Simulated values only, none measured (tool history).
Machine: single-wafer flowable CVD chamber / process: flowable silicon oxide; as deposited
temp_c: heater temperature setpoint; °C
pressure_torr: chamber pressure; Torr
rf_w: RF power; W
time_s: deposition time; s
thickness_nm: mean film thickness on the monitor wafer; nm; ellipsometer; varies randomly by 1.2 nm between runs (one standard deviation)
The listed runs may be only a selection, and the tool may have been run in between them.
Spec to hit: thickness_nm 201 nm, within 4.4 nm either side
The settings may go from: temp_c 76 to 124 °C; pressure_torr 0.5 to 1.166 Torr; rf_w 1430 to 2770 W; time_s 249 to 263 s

Run 1, hour 0: temp_c 100 °C, pressure_torr 0.833 Torr, rf_w 2100 W, time_s 263 s. Result: thickness_nm 172.45 nm.
Run 2, hour 1.7: temp_c 99 °C, pressure_torr 0.833 Torr, rf_w 2100 W, time_s 263 s. Result: thickness_nm 181.12 nm.
Run 3, hour 8.4: temp_c 99 °C, pressure_torr 0.833 Torr, rf_w 2390 W, time_s 263 s. Result: thickness_nm 184.73 nm.
Run 4, hour 11.9: temp_c 98 °C, pressure_torr 0.833 Torr, rf_w 2390 W, time_s 263 s. Result: thickness_nm 189.86 nm.
Run 5, hour 15.9: temp_c 98 °C, pressure_torr 0.688 Torr, rf_w 2390 W, time_s 263 s. Result: thickness_nm 158.5 nm.
Run 6, hour 22.7: temp_c 98 °C, pressure_torr 0.63 Torr, rf_w 2390 W, time_s 263 s. Result: thickness_nm 146.69 nm.
Run 7, hour 30.5: temp_c 96 °C, pressure_torr 0.63 Torr, rf_w 2390 W, time_s 263 s. Result: thickness_nm 156.59 nm.
Run 8, hour 39.6: temp_c 94 °C, pressure_torr 0.63 Torr, rf_w 2390 W, time_s 263 s. Result: thickness_nm 170.58 nm.
Run 9, hour 48.2: temp_c 94 °C, pressure_torr 0.63 Torr, rf_w 2390 W, time_s 263 s. Result: thickness_nm 170.48 nm.
Run 10, hour 57.3: temp_c 93 °C, pressure_torr 0.63 Torr, rf_w 2390 W, time_s 263 s. Result: thickness_nm 176.36 nm.
Run 11, hour 60.2: temp_c 92 °C, pressure_torr 0.63 Torr, rf_w 2390 W, time_s 263 s. Result: thickness_nm 182.77 nm.

Exactly one of the 4 candidate moves below puts every result within its allowed miss. Which one?
Run A, hour 63.1: temp_c 91 °C, pressure_torr 0.64 Torr, rf_w 2410 W, time_s 263 s. Result: thickness_nm ?.
Run B, hour 63.1: temp_c 89 °C, pressure_torr 0.609 Torr, rf_w 2225 W, time_s 260 s. Result: thickness_nm ?.
Run C, hour 63.1: temp_c 97 °C, pressure_torr 0.67 Torr, rf_w 2520 W, time_s 263 s. Result: thickness_nm ?.
Run D, hour 63.1: temp_c 87 °C, pressure_torr 0.613 Torr, rf_w 2395 W, time_s 251 s. Result: thickness_nm ?.

move  thickness_nm
   A        194.25
   B        192.96
   C        163.08
   D        203.13
A: nearer the targets than the last run, but a result is still out of spec
B: nearer the targets than the last run, but a result is still out of spec
C: its largest miss is bigger than the last run's
D: in spec on every target
Answer: D
